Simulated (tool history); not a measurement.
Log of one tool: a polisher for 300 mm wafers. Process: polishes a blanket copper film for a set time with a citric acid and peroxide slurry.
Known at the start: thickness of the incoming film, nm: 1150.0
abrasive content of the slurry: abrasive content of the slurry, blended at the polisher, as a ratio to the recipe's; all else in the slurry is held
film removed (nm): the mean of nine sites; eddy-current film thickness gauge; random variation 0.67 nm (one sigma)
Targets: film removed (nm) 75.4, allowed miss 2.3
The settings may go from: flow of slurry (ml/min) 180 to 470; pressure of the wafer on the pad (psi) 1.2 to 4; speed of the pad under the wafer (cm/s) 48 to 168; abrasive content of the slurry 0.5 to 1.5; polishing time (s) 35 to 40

run	hour	flow of slurry (ml/min)	pressure of the wafer on the pad (psi)	speed of the pad under the wafer (cm/s)	abrasive content of the slurry	polishing time (s)	film removed (nm)
1	0	300	2.6	108	1	40	92.928
2	5.5	300	2.4	108	1	40	86.892
3	10.3	365	2.4	108	1	40	89.289
4	12	365	2.4	108	1	35	78.586
5	13.8	405	2.4	108	1	35	79.217
6	18.2	405	2.4	108	1	40	89.753
7	26.7	400	2.3	108	1	40	86.997
8	30.6	400	2.2	108	1	40	83.866
9	35.2	400	2.1	108	1	40	78.259

4 next moves are on the table. One of them brings every result within its allowed miss. Which?
A	39.8	405	1.8	130	1.1	40	?
B	39.8	415	2	120	1	38	?
C	39.8	470	2.1	106	0.95	39	?
D	39.8	365	2.2	110	0.95	39	?

move	film removed (nm)
A	83.184
B	79.347
C	75.441
D	80.371
A: further off than the last run
B: further off than the last run
C: meets every target
D: further off than the last run
The right move is C.

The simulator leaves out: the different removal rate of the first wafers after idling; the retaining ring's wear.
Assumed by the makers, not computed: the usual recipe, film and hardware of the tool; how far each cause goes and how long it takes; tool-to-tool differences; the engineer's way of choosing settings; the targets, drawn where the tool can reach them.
